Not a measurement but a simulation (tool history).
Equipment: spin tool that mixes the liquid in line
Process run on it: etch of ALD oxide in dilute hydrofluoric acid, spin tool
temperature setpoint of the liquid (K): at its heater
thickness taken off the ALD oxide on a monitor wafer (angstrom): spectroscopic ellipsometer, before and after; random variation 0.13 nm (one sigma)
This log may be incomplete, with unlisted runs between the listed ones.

run,hour,temperature setpoint of the liquid (K),parts of water to one part of 49 % hydrofluoric acid (parts by volume),time under the liquid (s),thickness taken off the ALD oxide on a monitor wafer (angstrom)
1,0,293.15,125,260,179.97
2,8.5,294.65,125,260,191.19
3,15.7,294.65,140,260,167.62
4,20.7,297.65,140,260,189.7
5,27.6,297.65,140,260,190.17
6,32.5,298.65,130,260,214.62

Predict the results of run 7:
7,37.4,299.15,120,260,?

{"run 7": {"thickness taken off the ALD oxide on a monitor wafer (angstrom)": 239.24}}
